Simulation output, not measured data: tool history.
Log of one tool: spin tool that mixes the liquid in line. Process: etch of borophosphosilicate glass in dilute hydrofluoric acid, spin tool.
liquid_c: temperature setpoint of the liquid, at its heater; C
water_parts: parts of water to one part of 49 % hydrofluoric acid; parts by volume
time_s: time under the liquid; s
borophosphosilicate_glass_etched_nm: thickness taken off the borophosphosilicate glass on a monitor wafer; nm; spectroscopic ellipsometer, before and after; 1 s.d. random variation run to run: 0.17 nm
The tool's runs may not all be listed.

run,day,liquid_c,water_parts,time_s,borophosphosilicate_glass_etched_nm
1,0.000,24.0,200,130,35.194
2,0.162,21.5,200,130,32.036
3,0.496,21.5,270,130,21.853
4,0.696,21.5,270,130,22.221
5,0.829,21.5,270,140,23.759
6,1.096,23.0,270,140,25.086

Forecast run 7:
7,1.246,24.0,270,140,?

{"run 7": {"borophosphosilicate_glass_etched_nm": 26.08}}

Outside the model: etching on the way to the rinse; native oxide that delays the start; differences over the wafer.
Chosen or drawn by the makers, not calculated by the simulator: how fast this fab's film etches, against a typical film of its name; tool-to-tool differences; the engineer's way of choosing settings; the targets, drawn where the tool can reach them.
